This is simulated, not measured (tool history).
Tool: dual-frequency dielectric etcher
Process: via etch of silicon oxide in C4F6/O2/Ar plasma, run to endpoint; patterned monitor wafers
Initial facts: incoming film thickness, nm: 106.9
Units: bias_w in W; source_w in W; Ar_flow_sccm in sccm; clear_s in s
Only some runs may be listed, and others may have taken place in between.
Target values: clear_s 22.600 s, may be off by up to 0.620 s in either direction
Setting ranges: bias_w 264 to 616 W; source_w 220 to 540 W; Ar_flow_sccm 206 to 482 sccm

| run | hour | bias_w | source_w | Ar_flow_sccm | clear_s |
|---|---|---|---|---|---|
| 1 | 0.0 | 440 | 380 | 344 | 27.106 |
| 2 | 4.5 | 481 | 400 | 339 | 25.402 |
| 3 | 9.9 | 481 | 400 | 303 | 25.095 |
| 4 | 17.1 | 507 | 410 | 301 | 24.281 |
| 5 | 21.8 | 525 | 420 | 300 | 23.541 |
| 6 | 22.7 | 535 | 420 | 299 | 23.467 |
| 7 | 30.2 | 545 | 420 | 298 | 23.396 |
| 8 | 36.2 | 554 | 420 | 297 | 23.245 |

Below are 4 possible settings for the next run. Only one of them brings all results inside the allowed miss of their targets. Which is it?
| A | 42.2 | 509 | 470 | 299 | ? |
| B | 42.2 | 568 | 390 | 282 | ? |
| C | 42.2 | 500 | 410 | 317 | ? |
| D | 42.2 | 539 | 390 | 315 | ? |

| move | clear_s |
|---|---|
| A | 22.418 |
| B | 23.816 |
| C | 24.486 |
| D | 24.582 |
A: all results land within tolerance of their targets
B: lands further from the targets than the last run did
C: lands further from the targets than the last run did
D: lands further from the targets than the last run did
The move that meets every target is A.
